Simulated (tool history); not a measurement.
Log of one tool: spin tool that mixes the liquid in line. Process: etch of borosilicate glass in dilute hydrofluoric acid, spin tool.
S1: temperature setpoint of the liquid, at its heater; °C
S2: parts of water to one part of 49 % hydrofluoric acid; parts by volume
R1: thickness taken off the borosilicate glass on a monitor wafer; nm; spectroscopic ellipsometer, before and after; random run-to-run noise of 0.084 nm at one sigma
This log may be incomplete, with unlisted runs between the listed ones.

Run 1, day 0: S1 21 °C, S2 175 parts by volume, time under the liquid (s) 85. Result: R1 10.221 nm.
Run 2, day 0.217: S1 21 °C, S2 200 parts by volume, time under the liquid (s) 85. Result: R1 8.6979 nm.
Run 3, day 0.246: S1 21 °C, S2 260 parts by volume, time under the liquid (s) 85. Result: R1 6.3243 nm.
Run 4, day 0.542: S1 21 °C, S2 210 parts by volume, time under the liquid (s) 85. Result: R1 8.2519 nm.
Run 5, day 0.579: S1 23 °C, S2 195 parts by volume, time under the liquid (s) 85. Result: R1 9.7576 nm.
Run 6, day 0.779: S1 24.5 °C, S2 185 parts by volume, time under the liquid (s) 85. Result: R1 10.878 nm.
Run 7, day 0.812: S1 28.5 °C, S2 140 parts by volume, time under the liquid (s) 85. Result: R1 17.843 nm.

Run 8 has not been measured yet. What should we expect?
Run 8, day 1.092: S1 28 °C, S2 140 parts by volume, time under the liquid (s) 85. Result: R1 ?.

R1: 17.482 nm
